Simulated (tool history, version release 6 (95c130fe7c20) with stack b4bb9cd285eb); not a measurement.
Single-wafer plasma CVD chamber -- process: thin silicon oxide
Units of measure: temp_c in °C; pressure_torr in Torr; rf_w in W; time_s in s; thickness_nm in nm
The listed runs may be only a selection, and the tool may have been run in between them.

run 1 hour=0.0 | temp_c=400 pressure_torr=0.626 rf_w=210 time_s=5.78 | thickness_nm=7.5643
run 2 hour=5.8 | temp_c=409 pressure_torr=0.626 rf_w=210 time_s=5.78 | thickness_nm=7.5103
run 3 hour=7.0 | temp_c=409 pressure_torr=0.626 rf_w=210 time_s=5.78 | thickness_nm=7.5350
run 4 hour=10.2 | temp_c=409 pressure_torr=0.626 rf_w=240 time_s=5.78 | thickness_nm=7.9919
run 5 hour=11.2 | temp_c=409 pressure_torr=0.626 rf_w=265 time_s=5.78 | thickness_nm=8.2677
run 6 hour=17.9 | temp_c=409 pressure_torr=0.626 rf_w=275 time_s=5.78 | thickness_nm=8.4560

Expected results for the next run?
run 7 hour=20.5 | temp_c=409 pressure_torr=0.581 rf_w=275 time_s=5.78 | thickness_nm=?

{"run 7": {"thickness_nm": 7.9575}}
